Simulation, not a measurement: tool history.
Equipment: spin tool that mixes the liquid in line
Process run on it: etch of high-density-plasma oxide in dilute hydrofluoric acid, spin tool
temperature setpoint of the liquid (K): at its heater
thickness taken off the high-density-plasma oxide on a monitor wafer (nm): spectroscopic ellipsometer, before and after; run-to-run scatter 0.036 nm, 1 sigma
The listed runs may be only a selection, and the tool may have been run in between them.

| run | hour | temperature setpoint of the liquid (K) | parts of water to one part of 49 % hydrofluoric acid (parts by volume) | time under the liquid (s) | thickness taken off the high-density-plasma oxide on a monitor wafer (nm) |
|---|---|---|---|---|---|
| 1 | 0 | 295.15 | 105 | 100 | 4.8242 |
| 2 | 1.3 | 296.65 | 105 | 100 | 5.0948 |
| 3 | 5.1 | 297.65 | 105 | 100 | 5.3121 |
| 4 | 7.8 | 299.65 | 105 | 100 | 5.8002 |
| 5 | 10.9 | 300.15 | 105 | 100 | 5.8373 |
| 6 | 17.2 | 300.65 | 105 | 100 | 6.0334 |
| 7 | 26.1 | 301.15 | 105 | 100 | 6.1443 |
| 8 | 34.8 | 301.65 | 105 | 100 | 6.2342 |
| 9 | 36.1 | 303.15 | 90 | 100 | 7.8874 |

For run 10, what comes out?
| 10 | 39 | 302.15 | 90 | 100 | ? |

thickness taken off the high-density-plasma oxide on a monitor wafer (nm): 7.5603

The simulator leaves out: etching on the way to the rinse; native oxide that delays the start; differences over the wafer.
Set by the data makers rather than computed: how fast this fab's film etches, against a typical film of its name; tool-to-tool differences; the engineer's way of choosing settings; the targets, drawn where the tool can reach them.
